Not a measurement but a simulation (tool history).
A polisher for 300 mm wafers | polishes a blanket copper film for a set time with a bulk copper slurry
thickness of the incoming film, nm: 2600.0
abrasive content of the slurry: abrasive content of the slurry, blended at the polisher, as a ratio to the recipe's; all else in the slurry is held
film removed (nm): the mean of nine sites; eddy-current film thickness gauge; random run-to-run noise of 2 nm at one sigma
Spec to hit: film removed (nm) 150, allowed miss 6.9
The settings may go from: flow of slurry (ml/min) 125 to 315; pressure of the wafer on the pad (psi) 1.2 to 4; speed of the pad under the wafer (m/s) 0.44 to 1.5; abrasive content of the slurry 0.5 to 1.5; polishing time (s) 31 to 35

| run | hour | flow of slurry (ml/min) | pressure of the wafer on the pad (psi) | speed of the pad under the wafer (m/s) | abrasive content of the slurry | polishing time (s) | film removed (nm) |
|---|---|---|---|---|---|---|---|
| 1 | 0 | 205 | 2.6 | 0.96 | 1 | 35 | 244.6 |
| 2 | 1.2 | 205 | 2.3 | 0.94 | 1 | 35 | 215.56 |
| 3 | 3.6 | 205 | 2 | 0.94 | 1 | 35 | 195.94 |
| 4 | 5.6 | 205 | 2.6 | 0.94 | 1 | 35 | 242.74 |
| 5 | 9.6 | 205 | 2.2 | 0.92 | 1 | 35 | 205.89 |
| 6 | 17.5 | 205 | 2.2 | 0.92 | 1 | 35 | 211.82 |
| 7 | 19.2 | 205 | 1.9 | 0.9 | 1 | 35 | 180.76 |
| 8 | 24.5 | 205 | 1.8 | 0.9 | 1 | 35 | 169.27 |
| 9 | 25.8 | 205 | 1.7 | 0.9 | 1 | 35 | 168.74 |
| 10 | 31.5 | 205 | 1.6 | 0.9 | 1 | 35 | 158.6 |

Pick the move, out of 5, that brings all results within their allowed miss; only one does.
| A | 37.2 | 260 | 1.9 | 0.8 | 1 | 31 | ? |
| B | 37.2 | 205 | 1.5 | 0.88 | 1.05 | 31 | ? |
| C | 37.2 | 180 | 1.6 | 1 | 1.05 | 34 | ? |
| D | 37.2 | 215 | 1.4 | 1.06 | 0.95 | 35 | ? |
| E | 37.2 | 200 | 1.2 | 1 | 1.1 | 31 | ? |

| move | film removed (nm) |
|---|---|
| A | 149.09 |
| B | 134.66 |
| C | 170.77 |
| D | 167.71 |
| E | 130.7 |
A: each result inside its tolerance
B: moves the result that the last run missed by most past its target, out the other side
C: moves away from the targets compared with the last run
D: moves away from the targets compared with the last run
E: moves the result that the last run missed by most past its target, out the other side
Answer: A
